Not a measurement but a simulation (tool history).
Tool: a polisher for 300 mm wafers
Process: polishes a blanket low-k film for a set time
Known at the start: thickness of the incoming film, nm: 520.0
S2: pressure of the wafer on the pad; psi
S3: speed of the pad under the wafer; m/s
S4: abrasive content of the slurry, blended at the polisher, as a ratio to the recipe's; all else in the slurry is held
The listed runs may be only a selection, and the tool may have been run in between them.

Run 1, hour 0: flow of slurry (ml/min) 255, S2 1.2 psi, S3 1 m/s, S4 1, polishing time (s) 23. Result: film removed (nm) 4.493.
Run 2, hour 8.4: flow of slurry (ml/min) 255, S2 1.2 psi, S3 1 m/s, S4 1.15, polishing time (s) 23. Result: film removed (nm) 4.9742.
Run 3, hour 10: flow of slurry (ml/min) 255, S2 1.2 psi, S3 1 m/s, S4 1.15, polishing time (s) 21. Result: film removed (nm) 4.4351.
Run 4, hour 15.7: flow of slurry (ml/min) 255, S2 1.2 psi, S3 1 m/s, S4 1.15, polishing time (s) 21. Result: film removed (nm) 4.4686.
Run 5, hour 21.2: flow of slurry (ml/min) 255, S2 1.4 psi, S3 1 m/s, S4 1.15, polishing time (s) 21. Result: film removed (nm) 5.159.
Run 6, hour 23.1: flow of slurry (ml/min) 255, S2 1.1 psi, S3 1 m/s, S4 1.15, polishing time (s) 21. Result: film removed (nm) 4.0842.
Run 7, hour 30.7: flow of slurry (ml/min) 255, S2 1.3 psi, S3 1.02 m/s, S4 1.15, polishing time (s) 21. Result: film removed (nm) 4.8644.
Run 8, hour 34.8: flow of slurry (ml/min) 255, S2 1.5 psi, S3 1.06 m/s, S4 1.15, polishing time (s) 21. Result: film removed (nm) 5.7919.
Run 9, hour 37.9: flow of slurry (ml/min) 260, S2 1.8 psi, S3 1.12 m/s, S4 1.15, polishing time (s) 21. Result: film removed (nm) 6.9861.

Run 10 is up next; what results do you expect?
Run 10, hour 41.8: flow of slurry (ml/min) 260, S2 1.8 psi, S3 1.16 m/s, S4 1.15, polishing time (s) 21. Result: film removed (nm) ?.

Run 10 produced film removed (nm) 7.1713.

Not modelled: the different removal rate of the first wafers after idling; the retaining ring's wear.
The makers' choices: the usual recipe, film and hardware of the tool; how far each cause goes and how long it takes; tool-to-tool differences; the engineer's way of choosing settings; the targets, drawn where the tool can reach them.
